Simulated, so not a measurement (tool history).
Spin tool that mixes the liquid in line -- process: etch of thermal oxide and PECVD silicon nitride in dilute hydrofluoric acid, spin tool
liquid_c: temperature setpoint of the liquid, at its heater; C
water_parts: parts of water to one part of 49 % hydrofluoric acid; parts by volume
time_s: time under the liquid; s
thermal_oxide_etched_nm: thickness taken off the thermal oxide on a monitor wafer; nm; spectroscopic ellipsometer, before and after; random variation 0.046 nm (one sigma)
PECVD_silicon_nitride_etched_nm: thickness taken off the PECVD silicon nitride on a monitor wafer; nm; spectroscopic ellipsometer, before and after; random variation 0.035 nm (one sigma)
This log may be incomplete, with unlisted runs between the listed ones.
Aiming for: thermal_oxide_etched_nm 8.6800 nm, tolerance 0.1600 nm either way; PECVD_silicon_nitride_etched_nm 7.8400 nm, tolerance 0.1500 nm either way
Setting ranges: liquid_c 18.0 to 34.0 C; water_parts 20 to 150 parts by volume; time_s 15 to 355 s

| run | hour | liquid_c | water_parts | time_s | thermal_oxide_etched_nm | PECVD_silicon_nitride_etched_nm |
|---|---|---|---|---|---|---|
| 1 | 0.0 | 26.0 | 85 | 180 | 10.0480 | 9.7332 |
| 2 | 7.7 | 26.0 | 75 | 180 | 11.5480 | 11.0100 |
| 3 | 12.6 | 26.0 | 50 | 180 | 18.2410 | 16.3410 |
| 4 | 20.4 | 26.0 | 35 | 180 | 26.3650 | 23.1370 |
|  | 28.8 | hydrofluoric acid flow meter replaced |
| 5 | 28.8 | 26.0 | 45 | 180 | 22.9930 | 20.3240 |
| 6 | 34.9 | 25.5 | 50 | 180 | 19.9370 | 18.0190 |
| 7 | 37.6 | 24.5 | 55 | 180 | 17.5060 | 15.1450 |
| 8 | 44.4 | 24.5 | 60 | 180 | 15.8110 | 14.0590 |
| 9 | 53.0 | 21.0 | 90 | 195 | 9.5904 | 8.0017 |
| 10 | 54.2 | 22.5 | 95 | 195 | 9.5370 | 8.4487 |
| 11 | 60.5 | 22.5 | 100 | 195 | 9.1166 | 8.0046 |
| 12 | 68.5 | 23.5 | 110 | 195 | 8.4701 | 7.7590 |

4 next moves are on the table. One of them brings every result within its allowed miss. Which?
| A | 76.5 | 24.0 | 110 | 190 | ? | ? |
| B | 76.5 | 23.0 | 105 | 195 | ? | ? |
| C | 76.5 | 24.5 | 115 | 190 | ? | ? |
| D | 76.5 | 22.5 | 115 | 210 | ? | ? |

| move | thermal_oxide_etched_nm | PECVD_silicon_nitride_etched_nm |
|---|---|---|
| A | 8.3710 | 7.8212 |
| B | 8.7031 | 7.8675 |
| C | 8.1160 | 7.7338 |
| D | 8.2911 | 7.4946 |
A: lands further from the targets than the last run did
B: every result within its allowed miss
C: lands further from the targets than the last run did
D: lands further from the targets than the last run did
Go with B: it meets all targets.
